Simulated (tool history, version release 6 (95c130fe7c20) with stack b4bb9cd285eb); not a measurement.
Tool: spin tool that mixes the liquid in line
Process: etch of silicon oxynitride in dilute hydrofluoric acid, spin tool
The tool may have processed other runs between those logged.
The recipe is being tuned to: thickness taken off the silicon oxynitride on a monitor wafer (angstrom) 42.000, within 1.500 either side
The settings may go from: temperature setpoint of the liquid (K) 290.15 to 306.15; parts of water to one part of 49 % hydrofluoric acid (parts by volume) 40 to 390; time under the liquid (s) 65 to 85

run    day  temperature setpoint of the liquid (K)  parts of water to one part of 49 % hydrofluoric acid (parts by volume)  time under the liquid (s)  thickness taken off the silicon oxynitride on a monitor wafer (angstrom)
  1  0.000                                  298.15                                                                     215                         85                                                                    16.914
  2  0.154                                  298.15                                                                     215                         85                                                                    17.084
  3  0.350                                  298.15                                                                     215                         85                                                                    17.044
  4  0.483                                  298.15                                                                     150                         85                                                                    25.817
  5  0.517                                  299.15                                                                     145                         85                                                                    28.069
  6  0.708                                  296.15                                                                     145                         85                                                                    24.403
  7  0.796                                  297.65                                                                     140                         85                                                                    27.146
  8  1.138                                  301.65                                                                     130                         85                                                                    35.540
  9  1.442                                  302.15                                                                     130                         85                                                                    36.079
 10  1.521                                  302.65                                                                     130                         85                                                                    36.728

Pick the move, out of 4, that brings all results within their allowed miss; only one does.
  A  1.600                                  303.15                                                                     155                         85                                                                         ?
  B  1.600                                  301.15                                                                     130                         85                                                                         ?
  C  1.600                                  303.15                                                                     140                         80                                                                         ?
  D  1.600                                  304.15                                                                     125                         85                                                                         ?

move  thickness taken off the silicon oxynitride on a monitor wafer (angstrom)
   A                                                                    31.081
   B                                                                    34.747
   C                                                                    32.857
   D                                                                    41.457
A: the biggest miss grows against the last run
B: the biggest miss grows against the last run
C: the biggest miss grows against the last run
D: hits every target within its allowed miss
D meets every target.

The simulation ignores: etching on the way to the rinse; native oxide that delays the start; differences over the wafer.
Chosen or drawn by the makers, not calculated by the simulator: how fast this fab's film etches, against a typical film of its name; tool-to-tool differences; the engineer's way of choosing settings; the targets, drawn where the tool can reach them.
